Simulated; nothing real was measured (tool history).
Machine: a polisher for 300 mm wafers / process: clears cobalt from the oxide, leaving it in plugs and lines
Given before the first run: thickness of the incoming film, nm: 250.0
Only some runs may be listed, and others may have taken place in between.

run  hour  flow of slurry (ml/min)  pressure of the wafer on the pad (kPa)  speed of the pad under the wafer (m/s)  overpolish time after the end point (s)  time until the end point was called (s)  dishing of a wide line in a test structure (angstrom)
  1   0.0                      295                                    13.1                                    0.82                                       12                                   63.801                                                268.120
  2   8.4                      290                                    12.4                                    0.80                                       11                                   67.031                                                248.530
  3  13.6                      290                                    11.0                                    0.80                                       11                                   77.161                                                226.410
  4  22.0                      295                                    10.3                                    0.82                                       10                                   78.500                                                207.970
  5  23.0                      220                                    10.3                                    0.82                                       10                                   83.295                                                214.050
  6  26.0                      265                                     9.7                                    0.82                                        9                                   88.767                                                188.420
  7  29.6                      350                                     6.9                                    0.96                                        4                                  103.280                                                 80.797
  8  32.5                      330                                     6.9                                    0.96                                        4                                  100.770                                                 82.619

Run 9 is up next; what results do you expect?
  9  38.2                      315                                     6.9                                    0.96                                        4                                        ?                                                      ?

{"run 9": {"time until the end point was called (s)": 101.48, "dishing of a wide line in a test structure (angstrom)": 83.594}}
